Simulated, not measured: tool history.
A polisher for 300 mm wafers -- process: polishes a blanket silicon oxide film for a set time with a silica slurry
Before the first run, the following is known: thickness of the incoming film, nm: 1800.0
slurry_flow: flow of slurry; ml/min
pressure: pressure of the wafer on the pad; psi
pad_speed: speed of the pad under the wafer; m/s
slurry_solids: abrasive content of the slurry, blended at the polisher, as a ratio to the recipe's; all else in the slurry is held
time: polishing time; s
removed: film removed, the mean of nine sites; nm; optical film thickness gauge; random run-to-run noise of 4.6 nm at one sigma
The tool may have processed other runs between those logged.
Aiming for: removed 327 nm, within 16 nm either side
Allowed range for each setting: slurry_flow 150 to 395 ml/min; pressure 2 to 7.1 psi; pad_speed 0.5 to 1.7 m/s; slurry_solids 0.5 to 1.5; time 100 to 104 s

{"run": 1, "hour": 0.0, "slurry_flow": 250, "pressure": 4.5, "pad_speed": 1.1, "slurry_solids": 1, "time": 100, "removed": 286.66}
{"run": 2, "hour": 2.3, "slurry_flow": 250, "pressure": 4.5, "pad_speed": 1.1, "slurry_solids": 0.9, "time": 100, "removed": 259.54}
{"run": 3, "hour": 3.9, "slurry_flow": 220, "pressure": 4.5, "pad_speed": 1.1, "slurry_solids": 0.9, "time": 100, "removed": 260.02}
{"run": 4, "hour": 8.9, "slurry_flow": 220, "pressure": 4.5, "pad_speed": 1.1, "slurry_solids": 0.9, "time": 100, "removed": 265.44}
{"run": 5, "hour": 12.1, "slurry_flow": 220, "pressure": 5.3, "pad_speed": 1.1, "slurry_solids": 0.9, "time": 100, "removed": 298.59}
{"run": 6, "hour": 17.6, "slurry_flow": 220, "pressure": 4.6, "pad_speed": 1.1, "slurry_solids": 0.9, "time": 100, "removed": 271.01}
{"run": 7, "hour": 22.4, "slurry_flow": 220, "pressure": 4.8, "pad_speed": 1.1, "slurry_solids": 0.9, "time": 100, "removed": 272.2}
{"run": 8, "hour": 26.9, "slurry_flow": 220, "pressure": 5, "pad_speed": 1.1, "slurry_solids": 0.9, "time": 100, "removed": 282.95}
{"run": 9, "hour": 28.9, "slurry_flow": 220, "pressure": 5.2, "pad_speed": 1.1, "slurry_solids": 0.9, "time": 100, "removed": 289.58}
{"run": 10, "hour": 31.1, "slurry_flow": 220, "pressure": 5.4, "pad_speed": 1.1, "slurry_solids": 0.9, "time": 100, "removed": 304.06}
{"run": 11, "hour": 32.8, "slurry_flow": 220, "pressure": 5.5, "pad_speed": 1.1, "slurry_solids": 0.9, "time": 100, "removed": 300.03}
{"run": 12, "hour": 40.9, "slurry_flow": 220, "pressure": 5.6, "pad_speed": 1.1, "slurry_solids": 0.9, "time": 100, "removed": 302.08}
{"run": 13, "hour": 46.7, "slurry_flow": 220, "pressure": 5.7, "pad_speed": 1.1, "slurry_solids": 0.9, "time": 100, "removed": 305.33}

Next run, 4 choices. One meets every target within its allowed miss, the rest don't. Which?
{"run": "A", "hour": 52.5, "slurry_flow": 270, "pressure": 6, "pad_speed": 1.14, "slurry_solids": 0.8, "time": 100, "removed": "?"}
{"run": "B", "hour": 52.5, "slurry_flow": 235, "pressure": 6, "pad_speed": 1.1, "slurry_solids": 0.95, "time": 100, "removed": "?"}
{"run": "C", "hour": 52.5, "slurry_flow": 205, "pressure": 4.6, "pad_speed": 1.04, "slurry_solids": 1.15, "time": 100, "removed": "?"}
{"run": "D", "hour": 52.5, "slurry_flow": 190, "pressure": 6.2, "pad_speed": 0.96, "slurry_solids": 0.85, "time": 104, "removed": "?"}

move=A removed=299.74
move=B removed=335.46
move=C removed=305.23
move=D removed=298.47
A: misses by more than the last run did
B: meets every target
C: roughly where the last run was
D: misses by more than the last run did
The move that meets every target is B.

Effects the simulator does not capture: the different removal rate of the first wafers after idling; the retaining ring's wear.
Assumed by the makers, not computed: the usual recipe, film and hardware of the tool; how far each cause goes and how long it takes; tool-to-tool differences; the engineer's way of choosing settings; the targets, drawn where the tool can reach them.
